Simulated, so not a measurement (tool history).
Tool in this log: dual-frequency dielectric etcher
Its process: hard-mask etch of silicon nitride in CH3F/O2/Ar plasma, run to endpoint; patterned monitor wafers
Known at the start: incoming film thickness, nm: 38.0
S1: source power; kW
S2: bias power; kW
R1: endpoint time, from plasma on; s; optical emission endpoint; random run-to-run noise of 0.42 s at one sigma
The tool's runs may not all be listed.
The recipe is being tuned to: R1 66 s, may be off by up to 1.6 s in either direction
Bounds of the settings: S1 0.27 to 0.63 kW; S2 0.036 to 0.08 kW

{"run": 1, "day": 0.0, "S1": 0.45, "S2": 0.058, "R1": 56.538}
{"run": 2, "day": 0.3, "S1": 0.45, "S2": 0.05, "R1": 60.512}
{"run": 3, "day": 0.438, "S1": 0.45, "S2": 0.059, "R1": 56.294}
{"run": 4, "day": 0.746, "S1": 0.42, "S2": 0.058, "R1": 56.779}
{"run": 5, "day": 0.892, "S1": 0.42, "S2": 0.053, "R1": 59.503}
{"run": 6, "day": 1.054, "S1": 0.41, "S2": 0.051, "R1": 60.793}
{"run": 7, "day": 1.079, "S1": 0.4, "S2": 0.049, "R1": 62.202}
{"run": 8, "day": 1.162, "S1": 0.39, "S2": 0.048, "R1": 62.781}

Next run, 4 choices. One meets every target within its allowed miss, the rest don't. Which?
{"run": "A", "day": 1.246, "S1": 0.41, "S2": 0.05, "R1": "?"}
{"run": "B", "day": 1.246, "S1": 0.39, "S2": 0.044, "R1": "?"}
{"run": "C", "day": 1.246, "S1": 0.35, "S2": 0.057, "R1": "?"}
{"run": "D", "day": 1.246, "S1": 0.45, "S2": 0.052, "R1": "?"}

move=A R1=61.945
move=B R1=66.13
move=C R1=60.406
move=D R1=59.723
A: its largest miss is bigger than the last run's
B: all results land within tolerance of their targets
C: its largest miss is bigger than the last run's
D: its largest miss is bigger than the last run's
Answer: B

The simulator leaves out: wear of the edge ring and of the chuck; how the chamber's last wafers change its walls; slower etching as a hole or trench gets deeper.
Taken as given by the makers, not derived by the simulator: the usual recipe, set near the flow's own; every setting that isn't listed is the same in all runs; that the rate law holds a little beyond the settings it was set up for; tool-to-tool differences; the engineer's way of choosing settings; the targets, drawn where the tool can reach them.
